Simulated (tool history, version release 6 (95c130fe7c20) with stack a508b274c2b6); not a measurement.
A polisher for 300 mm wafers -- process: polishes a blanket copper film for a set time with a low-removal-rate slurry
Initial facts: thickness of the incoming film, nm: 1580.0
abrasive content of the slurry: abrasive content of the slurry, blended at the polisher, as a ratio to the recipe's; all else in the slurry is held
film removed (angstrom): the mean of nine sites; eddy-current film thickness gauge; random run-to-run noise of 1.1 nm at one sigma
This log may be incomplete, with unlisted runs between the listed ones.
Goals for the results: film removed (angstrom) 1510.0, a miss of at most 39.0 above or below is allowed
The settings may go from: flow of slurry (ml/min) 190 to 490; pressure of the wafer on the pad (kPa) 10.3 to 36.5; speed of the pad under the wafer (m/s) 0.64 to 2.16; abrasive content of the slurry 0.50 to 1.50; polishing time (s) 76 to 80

| run | day | flow of slurry (ml/min) | pressure of the wafer on the pad (kPa) | speed of the pad under the wafer (m/s) | abrasive content of the slurry | polishing time (s) | film removed (angstrom) |
|---|---|---|---|---|---|---|---|
| 1 | 0.000 | 315 | 23.4 | 1.40 | 1.00 | 76 | 3947.9 |
| 2 | 0.346 | 315 | 21.4 | 1.32 | 1.00 | 76 | 3451.0 |
| 3 | 0.683 | 315 | 21.4 | 1.32 | 1.00 | 76 | 3417.7 |
| 4 | 1.038 | 315 | 20.0 | 1.26 | 1.00 | 76 | 3089.2 |
| 5 | 1.088 | 285 | 20.0 | 1.26 | 1.00 | 76 | 3021.2 |
| 6 | 1.329 | 275 | 18.6 | 1.22 | 1.00 | 76 | 2753.3 |
| 7 | 1.458 | 270 | 17.2 | 1.18 | 1.00 | 76 | 2487.9 |
| 8 | 1.683 | 265 | 16.5 | 1.16 | 1.00 | 76 | 2291.3 |
| 9 | 1.862 | 260 | 15.9 | 1.14 | 1.00 | 76 | 2194.1 |
|  | 2.104 | slurry nozzle cleaned |
| 10 | 2.104 | 255 | 15.2 | 1.12 | 1.00 | 76 | 2187.0 |
| 11 | 2.254 | 250 | 14.5 | 1.10 | 1.00 | 76 | 2024.6 |
| 12 | 2.392 | 225 | 10.3 | 0.98 | 1.00 | 76 | 1310.3 |

Exactly one of the 4 candidate moves below puts every result within its allowed miss. Which one?
| A | 2.529 | 230 | 13.1 | 0.82 | 1.05 | 76 | ? |
| B | 2.529 | 240 | 10.3 | 1.26 | 1.00 | 76 | ? |
| C | 2.529 | 285 | 11.7 | 0.98 | 0.85 | 78 | ? |
| D | 2.529 | 230 | 13.8 | 0.78 | 0.90 | 80 | ? |

| move | film removed (angstrom) |
|---|---|
| A | 1412.5 |
| B | 1717.8 |
| C | 1540.7 |
| D | 1449.8 |
A: closes in on the targets versus the last run, not all within tolerance yet
B: takes the biggest miss from the last run beyond its target
C: every result lands within tolerance
D: closes in on the targets versus the last run, not all within tolerance yet
C is the move that brings every result within its allowed miss.
